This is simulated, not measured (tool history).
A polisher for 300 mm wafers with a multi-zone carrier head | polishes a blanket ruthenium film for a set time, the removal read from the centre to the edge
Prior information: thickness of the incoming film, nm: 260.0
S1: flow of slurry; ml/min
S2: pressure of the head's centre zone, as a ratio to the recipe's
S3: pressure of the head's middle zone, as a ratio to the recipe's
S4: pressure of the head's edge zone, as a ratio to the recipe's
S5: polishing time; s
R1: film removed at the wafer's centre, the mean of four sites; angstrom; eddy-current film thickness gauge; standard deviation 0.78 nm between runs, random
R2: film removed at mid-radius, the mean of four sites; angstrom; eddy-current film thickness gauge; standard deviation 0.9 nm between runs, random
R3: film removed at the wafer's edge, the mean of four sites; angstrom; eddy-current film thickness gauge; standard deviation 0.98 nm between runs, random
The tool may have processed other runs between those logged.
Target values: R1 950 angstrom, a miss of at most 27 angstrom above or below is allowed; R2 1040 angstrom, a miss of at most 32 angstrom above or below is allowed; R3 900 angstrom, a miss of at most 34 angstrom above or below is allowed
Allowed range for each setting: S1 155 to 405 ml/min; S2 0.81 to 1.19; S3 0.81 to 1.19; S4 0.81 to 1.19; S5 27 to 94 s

Run 1, hour 0: S1 260 ml/min, S2 1, S3 1, S4 1, S5 60 s. Result: R1 657.96 angstrom, R2 660.14 angstrom, R3 660.24 angstrom.
Run 2, hour 4.7: S1 260 ml/min, S2 1, S3 1.06, S4 1, S5 60 s. Result: R1 653.36 angstrom, R2 690.01 angstrom, R3 660.41 angstrom.
Run 3, hour 10.7: S1 260 ml/min, S2 1, S3 1.06, S4 1, S5 53 s. Result: R1 578.89 angstrom, R2 607.99 angstrom, R3 569.36 angstrom.
Run 4, hour 11.8: S1 260 ml/min, S2 1, S3 1.06, S4 0.97, S5 53 s. Result: R1 579.53 angstrom, R2 609.88 angstrom, R3 573.03 angstrom.
Run 5, hour 14.7: S1 290 ml/min, S2 1, S3 1.06, S4 0.97, S5 53 s. Result: R1 593.04 angstrom, R2 627.93 angstrom, R3 581.65 angstrom.
Run 6, hour 19.3: S1 290 ml/min, S2 1, S3 1.06, S4 1.02, S5 53 s. Result: R1 588.81 angstrom, R2 611.22 angstrom, R3 596.24 angstrom.
Run 7, hour 23.6: S1 300 ml/min, S2 1.01, S3 1.08, S4 1.01, S5 56 s. Result: R1 636.05 angstrom, R2 675.18 angstrom, R3 630.11 angstrom.
Run 8, hour 30.1: S1 310 ml/min, S2 1.02, S3 1.09, S4 1.02, S5 58 s. Result: R1 661.09 angstrom, R2 696.31 angstrom, R3 658.95 angstrom.
Run 9, hour 31.3: S1 320 ml/min, S2 1.03, S3 1.1, S4 1.02, S5 60 s. Result: R1 697.28 angstrom, R2 729.01 angstrom, R3 680.44 angstrom.
Run 10, hour 37.6: S1 325 ml/min, S2 1.03, S3 1.11, S4 1.02, S5 62 s. Result: R1 718.2 angstrom, R2 767.91 angstrom, R3 700.71 angstrom.
Run 11, hour 40.9: S1 330 ml/min, S2 1.04, S3 1.12, S4 1.02, S5 64 s. Result: R1 754.76 angstrom, R2 788.68 angstrom, R3 715.36 angstrom.
Run 12, hour 45.6: S1 335 ml/min, S2 1.04, S3 1.13, S4 1.02, S5 66 s. Result: R1 772.51 angstrom, R2 825.25 angstrom, R3 751.92 angstrom.
Run 13, hour 46.3: S1 340 ml/min, S2 1.04, S3 1.14, S4 1.02, S5 68 s. Result: R1 800.15 angstrom, R2 867.56 angstrom, R3 765.97 angstrom.
Run 14, hour 52.3: S1 345 ml/min, S2 1.04, S3 1.15, S4 1.03, S5 69 s. Result: R1 802.37 angstrom, R2 861.94 angstrom, R3 786.09 angstrom.
Run 15, hour 54.7: S1 350 ml/min, S2 1.04, S3 1.16, S4 1.03, S5 70 s. Result: R1 833.37 angstrom, R2 894.32 angstrom, R3 783.97 angstrom.

Which of these 4 next moves meets every target?
Run A, hour 57.1: S1 340 ml/min, S2 1.04, S3 0.92, S4 1.13, S5 73 s. Result: R1 ?, R2 ?, R3 ?.
Run B, hour 57.1: S1 375 ml/min, S2 0.81, S3 0.91, S4 1.19, S5 80 s. Result: R1 ?, R2 ?, R3 ?.
Run C, hour 57.1: S1 405 ml/min, S2 1.05, S3 1.19, S4 1.02, S5 78 s. Result: R1 ?, R2 ?, R3 ?.
Run D, hour 57.1: S1 345 ml/min, S2 1.18, S3 1.01, S4 1.09, S5 74 s. Result: R1 ?, R2 ?, R3 ?.

move      R1      R2      R3
   A  849.78  787.41  865.06
   B  757.54  863.72   979.8
   C  931.95  1047.5  885.99
   D  965.12  859.24  861.22
A: misses by more than the last run did
B: misses by more than the last run did
C: all results in spec
D: misses by more than the last run did
Go with C: it meets all targets.

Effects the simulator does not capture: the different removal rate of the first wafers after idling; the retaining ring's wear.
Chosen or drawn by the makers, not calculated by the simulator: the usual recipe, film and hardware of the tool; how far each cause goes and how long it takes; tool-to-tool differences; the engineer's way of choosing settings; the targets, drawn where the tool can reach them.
